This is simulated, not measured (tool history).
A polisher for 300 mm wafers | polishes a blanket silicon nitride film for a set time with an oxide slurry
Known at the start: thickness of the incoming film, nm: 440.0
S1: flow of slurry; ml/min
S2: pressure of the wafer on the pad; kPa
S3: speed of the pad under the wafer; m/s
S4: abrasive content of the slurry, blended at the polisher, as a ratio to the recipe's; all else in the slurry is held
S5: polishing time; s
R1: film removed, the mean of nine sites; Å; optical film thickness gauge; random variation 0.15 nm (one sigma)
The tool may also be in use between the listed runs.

Run 1, hour 0: S1 205 ml/min, S2 20.7 kPa, S3 1.1 m/s, S4 1, S5 46 s. Result: R1 242.02 Å.
Run 2, hour 6.9: S1 205 ml/min, S2 19.3 kPa, S3 1.1 m/s, S4 1, S5 46 s. Result: R1 226.79 Å.
Run 3, hour 11.6: S1 205 ml/min, S2 19.3 kPa, S3 1.1 m/s, S4 1.1, S5 46 s. Result: R1 242.31 Å.
Run 4, hour 14.3: S1 205 ml/min, S2 17.9 kPa, S3 1.08 m/s, S4 1.1, S5 46 s. Result: R1 216.33 Å.
Run 5, hour 15.7: S1 205 ml/min, S2 13.1 kPa, S3 1.08 m/s, S4 1.1, S5 46 s. Result: R1 160.32 Å.
Run 6, hour 16.3: S1 205 ml/min, S2 11.7 kPa, S3 1.08 m/s, S4 1.1, S5 46 s. Result: R1 147.85 Å.
Run 7, hour 19.3: S1 200 ml/min, S2 9.7 kPa, S3 1.08 m/s, S4 1.1, S5 46 s. Result: R1 123.05 Å.
Run 8, hour 26.7: S1 205 ml/min, S2 9.7 kPa, S3 1.08 m/s, S4 1.1, S5 46 s. Result: R1 120.59 Å.

Forecast run 9:
Run 9, hour 31.5: S1 205 ml/min, S2 10.3 kPa, S3 1.08 m/s, S4 1.1, S5 46 s. Result: R1 ?.

R1: 127.58 Å
